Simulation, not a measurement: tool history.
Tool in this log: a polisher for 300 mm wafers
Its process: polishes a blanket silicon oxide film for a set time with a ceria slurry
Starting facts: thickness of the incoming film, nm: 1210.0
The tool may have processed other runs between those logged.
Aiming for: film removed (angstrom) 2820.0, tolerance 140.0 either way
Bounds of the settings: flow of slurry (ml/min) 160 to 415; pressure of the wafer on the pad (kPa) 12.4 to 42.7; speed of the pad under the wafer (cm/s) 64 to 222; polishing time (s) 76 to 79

run	hour	flow of slurry (ml/min)	pressure of the wafer on the pad (kPa)	speed of the pad under the wafer (cm/s)	polishing time (s)	film removed (angstrom)
1	0.0	265	27.6	142	76	6428.7
2	1.7	210	27.6	142	76	6414.2
3	9.3	210	23.4	130	76	4944.6
4	10.3	210	20.7	124	76	4231.0
5	14.8	210	18.6	120	76	3807.2
6	18.4	270	18.6	120	76	3950.5
7	27.1	270	17.2	116	76	3477.5
8	28.7	270	15.9	116	76	3138.2
9	32.5	270	15.2	116	76	3073.5
10	37.2	270	14.5	116	76	3044.5

Consider the 5 candidate settings below. Which is the only one whose results all fall within their allowed miss of target?
A	41.9	310	17.2	100	79	?
B	41.9	320	14.5	110	76	?
C	41.9	330	14.5	124	76	?
D	41.9	335	13.8	94	76	?
E	41.9	205	12.4	114	76	?

move	film removed (angstrom)
A	3219.0
B	2919.4
C	3285.6
D	2416.6
E	2512.1
A: moves away from the targets compared with the last run
B: all results land within tolerance of their targets
C: moves away from the targets compared with the last run
D: moves the result that the last run missed by most past its target, out the other side
E: moves the result that the last run missed by most past its target, out the other side
Answer: B

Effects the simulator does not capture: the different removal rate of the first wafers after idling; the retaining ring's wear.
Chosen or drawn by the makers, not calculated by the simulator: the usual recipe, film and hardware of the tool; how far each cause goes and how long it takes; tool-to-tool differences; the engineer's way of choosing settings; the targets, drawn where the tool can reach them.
